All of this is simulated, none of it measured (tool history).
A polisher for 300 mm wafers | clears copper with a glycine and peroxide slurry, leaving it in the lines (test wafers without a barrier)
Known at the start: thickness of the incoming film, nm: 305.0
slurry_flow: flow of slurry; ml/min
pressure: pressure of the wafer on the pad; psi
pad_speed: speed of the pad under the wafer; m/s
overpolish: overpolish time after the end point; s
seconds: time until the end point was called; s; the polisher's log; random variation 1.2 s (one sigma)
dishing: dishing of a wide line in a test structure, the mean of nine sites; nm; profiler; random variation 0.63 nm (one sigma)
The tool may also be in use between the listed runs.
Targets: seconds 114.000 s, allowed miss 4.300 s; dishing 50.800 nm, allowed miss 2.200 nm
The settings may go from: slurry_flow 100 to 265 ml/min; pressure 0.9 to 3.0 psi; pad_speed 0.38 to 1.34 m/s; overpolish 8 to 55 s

run 1 hour=0.0 | slurry_flow=170 pressure=1.9 pad_speed=0.86 overpolish=28 | seconds=88.343 dishing=51.343
run 2 hour=4.4 | slurry_flow=185 pressure=1.9 pad_speed=0.86 overpolish=28 | seconds=86.541 dishing=51.397
run 3 hour=7.6 | slurry_flow=185 pressure=2.4 pad_speed=0.86 overpolish=28 | seconds=73.363 dishing=61.186
run 4 hour=13.1 | slurry_flow=180 pressure=2.2 pad_speed=0.84 overpolish=30 | seconds=79.430 dishing=59.817
run 5 hour=20.3 | slurry_flow=175 pressure=2.0 pad_speed=0.82 overpolish=31 | seconds=86.877 dishing=54.775
run 6 hour=21.6 | slurry_flow=175 pressure=2.0 pad_speed=0.82 overpolish=26 | seconds=86.505 dishing=48.609
run 7 hour=29.7 | slurry_flow=170 pressure=1.9 pad_speed=0.82 overpolish=29 | seconds=91.142 dishing=51.148
run 8 hour=34.0 | slurry_flow=165 pressure=1.8 pad_speed=0.82 overpolish=31 | seconds=97.964 dishing=52.156
run 9 hour=41.2 | slurry_flow=155 pressure=1.8 pad_speed=0.82 overpolish=31 | seconds=96.659 dishing=51.041

5 next moves are on the table. One of them brings every result within its allowed miss. Which?
run A hour=48.4 | slurry_flow=100 pressure=1.8 pad_speed=0.60 overpolish=39 | seconds=? dishing=?
run B hour=48.4 | slurry_flow=155 pressure=1.8 pad_speed=0.76 overpolish=32 | seconds=? dishing=?
run C hour=48.4 | slurry_flow=105 pressure=2.3 pad_speed=0.96 overpolish=26 | seconds=? dishing=?
run D hour=48.4 | slurry_flow=135 pressure=1.8 pad_speed=0.68 overpolish=35 | seconds=? dishing=?
run E hour=48.4 | slurry_flow=170 pressure=1.7 pad_speed=0.78 overpolish=31 | seconds=? dishing=?

move=A seconds=134.380 dishing=49.234
move=B seconds=102.950 dishing=51.265
move=C seconds=79.065 dishing=54.059
move=D seconds=114.290 dishing=50.978
move=E seconds=103.480 dishing=49.570
A: takes the result that was furthest off past its target
B: nearer than the last run, and not there yet
C: further off than the last run
D: meets every target
E: nearer than the last run, and not there yet
Move D is the one to make.
